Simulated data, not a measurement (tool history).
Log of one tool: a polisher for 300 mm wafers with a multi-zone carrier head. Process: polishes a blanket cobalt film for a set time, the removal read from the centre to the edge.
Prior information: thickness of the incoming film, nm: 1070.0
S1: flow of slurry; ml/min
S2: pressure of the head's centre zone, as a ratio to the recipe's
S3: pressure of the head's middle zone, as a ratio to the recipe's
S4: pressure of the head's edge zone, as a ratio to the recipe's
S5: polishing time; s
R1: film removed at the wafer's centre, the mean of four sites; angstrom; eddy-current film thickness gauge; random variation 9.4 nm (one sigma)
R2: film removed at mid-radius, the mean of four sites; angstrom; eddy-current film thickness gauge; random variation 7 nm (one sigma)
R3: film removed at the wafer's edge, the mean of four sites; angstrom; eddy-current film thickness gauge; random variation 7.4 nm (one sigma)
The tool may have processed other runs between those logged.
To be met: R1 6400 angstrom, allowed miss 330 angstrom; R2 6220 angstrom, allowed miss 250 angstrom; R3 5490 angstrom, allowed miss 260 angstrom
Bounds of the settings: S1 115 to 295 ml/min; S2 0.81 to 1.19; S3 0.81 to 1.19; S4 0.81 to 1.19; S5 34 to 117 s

run,hour,S1,S2,S3,S4,S5,R1,R2,R3
1,0,190,1,1,1,75,4387.3,4504.9,4282.4
2,7.5,195,1.03,1.03,1.02,78,4630.2,4813.6,4580.2
3,12.7,180,1.03,1.03,1.02,78,4743,4740.6,4399.6
4,18.3,180,1.06,1.03,1.02,78,4816.4,4610.5,4460.1
5,21.5,180,1.06,1.06,1.02,78,4729.8,4813.6,4425.6
6,27.9,180,1.08,1.07,1.01,82,5168.7,5108,4671.2
7,28.8,190,1.1,1.09,1.01,84,5428.3,5356.4,4801.7
8,31.2,200,1.11,1.1,1.02,86,5683,5534.5,4964.6

Consider the 4 candidate settings below. Which is the only one whose results all fall within their allowed miss of target?
A,33.6,190,1.12,1.11,0.99,95,?,?,?
B,33.6,185,0.97,1.16,1.07,97,?,?,?
C,33.6,120,1.19,1.14,0.93,87,?,?,?
D,33.6,185,1.02,0.97,1.18,88,?,?,?

move,R1,R2,R3
A,6196.7,6145.7,5450.2
B,5452.4,6496.9,5760.6
C,5516.7,5318.8,4574.3
D,5196.5,5059,5508.1
A: meets every target
B: moves the result that the last run missed by most past its target, out the other side
C: lands further from the targets than the last run did
D: lands further from the targets than the last run did
The right move is A.

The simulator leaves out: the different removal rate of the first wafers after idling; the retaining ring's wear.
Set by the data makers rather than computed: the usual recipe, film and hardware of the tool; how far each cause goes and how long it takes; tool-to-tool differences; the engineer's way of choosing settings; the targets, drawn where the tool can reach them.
